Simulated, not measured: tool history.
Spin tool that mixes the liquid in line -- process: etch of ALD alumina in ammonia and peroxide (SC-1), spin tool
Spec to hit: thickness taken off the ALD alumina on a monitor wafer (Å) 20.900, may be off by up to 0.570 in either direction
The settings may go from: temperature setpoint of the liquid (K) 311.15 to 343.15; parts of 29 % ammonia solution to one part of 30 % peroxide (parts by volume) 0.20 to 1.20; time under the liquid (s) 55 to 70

run  hour  temperature setpoint of the liquid (K)  parts of 29 % ammonia solution to one part of 30 % peroxide (parts by volume)  time under the liquid (s)  thickness taken off the ALD alumina on a monitor wafer (Å)
  1   0.0                                  327.15                                                                           0.80                         70                                                      43.754
  2   4.4                                  324.65                                                                           0.80                         70                                                      38.181
  3  11.7                                  324.65                                                                           0.80                         70                                                      37.851
  4  16.1                                  324.65                                                                           0.90                         70                                                      38.428
  5  17.5                                  320.15                                                                           0.90                         70                                                      30.212
  6  22.0                                  319.15                                                                           0.90                         70                                                      28.912
  7  24.9                                  318.15                                                                           0.90                         70                                                      26.686
  8  30.1                                  313.15                                                                           0.90                         70                                                      20.273

Exactly one of the 4 candidate moves below puts every result within its allowed miss. Which one?
  A  35.3                                  314.65                                                                           0.85                         60                                                           ?
  B  35.3                                  313.65                                                                           1.10                         65                                                           ?
  C  35.3                                  312.65                                                                           0.95                         70                                                           ?
  D  35.3                                  314.65                                                                           1.10                         65                                                           ?

move  thickness taken off the ALD alumina on a monitor wafer (Å)
   A                                                      18.707
   B                                                      19.591
   C                                                      19.612
   D                                                      20.772
A: misses by more than the last run did
B: misses by more than the last run did
C: misses by more than the last run did
D: in spec on every target
Move D is the one to make.
